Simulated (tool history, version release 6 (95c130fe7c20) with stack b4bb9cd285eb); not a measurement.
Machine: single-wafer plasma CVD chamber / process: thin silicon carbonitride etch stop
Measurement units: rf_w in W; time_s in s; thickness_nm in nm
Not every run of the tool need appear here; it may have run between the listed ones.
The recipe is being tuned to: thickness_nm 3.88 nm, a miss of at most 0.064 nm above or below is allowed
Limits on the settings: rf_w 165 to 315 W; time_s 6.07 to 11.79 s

{"run": 1, "hour": 0.0, "rf_w": 240, "time_s": 8.93, "thickness_nm": 5.0143}
{"run": 2, "hour": 4.5, "rf_w": 230, "time_s": 8.61, "thickness_nm": 4.7571}
{"run": 3, "hour": 5.2, "rf_w": 230, "time_s": 7.63, "thickness_nm": 4.2099}
{"run": 4, "hour": 12.1, "rf_w": 220, "time_s": 7.6, "thickness_nm": 4.1787}
{"run": 5, "hour": 15.3, "rf_w": 220, "time_s": 8.74, "thickness_nm": 4.8012}
{"run": 6, "hour": 19.3, "rf_w": 235, "time_s": 8.74, "thickness_nm": 4.8307}
{"run": 7, "hour": 27.6, "rf_w": 230, "time_s": 8.42, "thickness_nm": 4.6598}
{"run": 8, "hour": 35.4, "rf_w": 220, "time_s": 8.19, "thickness_nm": 4.4946}
{"run": 9, "hour": 40.9, "rf_w": 215, "time_s": 7.98, "thickness_nm": 4.381}
{"run": 10, "hour": 43.2, "rf_w": 215, "time_s": 7.79, "thickness_nm": 4.2657}
{"run": 11, "hour": 48.8, "rf_w": 210, "time_s": 7.66, "thickness_nm": 4.1897}
{"run": 12, "hour": 53.9, "rf_w": 205, "time_s": 7.55, "thickness_nm": 4.1252}
{"run": 13, "hour": 62.7, "rf_w": 205, "time_s": 7.46, "thickness_nm": 4.0426}
{"hour": 64.8, "done": "RF generator calibrated"}
{"run": 14, "hour": 64.8, "rf_w": 200, "time_s": 7.43, "thickness_nm": 4.0255}
{"run": 15, "hour": 73.8, "rf_w": 195, "time_s": 7.39, "thickness_nm": 4.0386}
{"run": 16, "hour": 82.4, "rf_w": 180, "time_s": 7.06, "thickness_nm": 3.7848}
{"run": 17, "hour": 88.9, "rf_w": 185, "time_s": 7.08, "thickness_nm": 3.7884}

Consider the 4 candidate settings below. Which is the only one whose results all fall within their allowed miss of target?
{"run": "A", "hour": 95.4, "rf_w": 190, "time_s": 6.82, "thickness_nm": "?"}
{"run": "B", "hour": 95.4, "rf_w": 165, "time_s": 6.98, "thickness_nm": "?"}
{"run": "C", "hour": 95.4, "rf_w": 225, "time_s": 6.61, "thickness_nm": "?"}
{"run": "D", "hour": 95.4, "rf_w": 170, "time_s": 7.28, "thickness_nm": "?"}

move=A thickness_nm=3.7163
move=B thickness_nm=3.7032
move=C thickness_nm=3.7259
move=D thickness_nm=3.8838
A: its largest miss is bigger than the last run's
B: its largest miss is bigger than the last run's
C: its largest miss is bigger than the last run's
D: in spec on every target
The move that meets every target is D.

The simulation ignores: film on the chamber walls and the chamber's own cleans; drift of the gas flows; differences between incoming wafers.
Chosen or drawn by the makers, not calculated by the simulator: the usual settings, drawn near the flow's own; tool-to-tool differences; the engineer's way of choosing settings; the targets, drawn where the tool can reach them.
